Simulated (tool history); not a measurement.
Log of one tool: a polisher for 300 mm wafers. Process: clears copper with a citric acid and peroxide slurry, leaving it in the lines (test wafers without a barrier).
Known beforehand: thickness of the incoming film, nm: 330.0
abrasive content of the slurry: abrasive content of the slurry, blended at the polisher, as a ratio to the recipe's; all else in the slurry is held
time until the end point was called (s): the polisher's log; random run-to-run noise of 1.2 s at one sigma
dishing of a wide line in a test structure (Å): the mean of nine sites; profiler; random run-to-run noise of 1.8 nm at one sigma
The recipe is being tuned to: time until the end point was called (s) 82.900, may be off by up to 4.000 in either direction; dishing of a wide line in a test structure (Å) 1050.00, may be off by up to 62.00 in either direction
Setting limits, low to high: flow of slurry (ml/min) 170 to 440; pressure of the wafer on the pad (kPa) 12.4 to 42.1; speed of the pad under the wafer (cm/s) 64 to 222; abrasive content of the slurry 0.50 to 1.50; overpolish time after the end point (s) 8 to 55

run	hour	flow of slurry (ml/min)	pressure of the wafer on the pad (kPa)	speed of the pad under the wafer (cm/s)	abrasive content of the slurry	overpolish time after the end point (s)	time until the end point was called (s)	dishing of a wide line in a test structure (Å)
1	0.0	280	26.9	142	1.00	28	91.077	624.85
2	4.4	280	27.6	142	1.00	32	88.195	681.21
3	10.6	335	27.6	142	1.00	32	89.900	700.46
4	15.9	335	28.3	142	1.00	35	87.039	772.74
5	19.8	380	28.3	142	1.00	35	86.619	798.66
6	25.4	380	28.3	142	1.00	37	86.477	861.96
7	31.3	380	28.3	142	1.00	38	85.282	869.23
8	34.6	380	28.3	142	1.00	40	87.340	880.64

Exactly one of the 4 candidate moves below puts every result within its allowed miss. Which one?
A	37.9	385	26.2	140	1.05	34	?	?
B	37.9	425	26.9	130	0.95	33	?	?
C	37.9	380	26.9	160	1.00	49	?	?
D	37.9	360	28.3	142	1.10	43	?	?

move	time until the end point was called (s)	dishing of a wide line in a test structure (Å)
A	92.094	722.57
B	95.235	688.25
C	82.153	1033.50
D	84.622	927.83
A: its largest miss is bigger than the last run's
B: its largest miss is bigger than the last run's
C: every result within its allowed miss
D: an improvement on the last run, though not all results are within tolerance
Answer: C

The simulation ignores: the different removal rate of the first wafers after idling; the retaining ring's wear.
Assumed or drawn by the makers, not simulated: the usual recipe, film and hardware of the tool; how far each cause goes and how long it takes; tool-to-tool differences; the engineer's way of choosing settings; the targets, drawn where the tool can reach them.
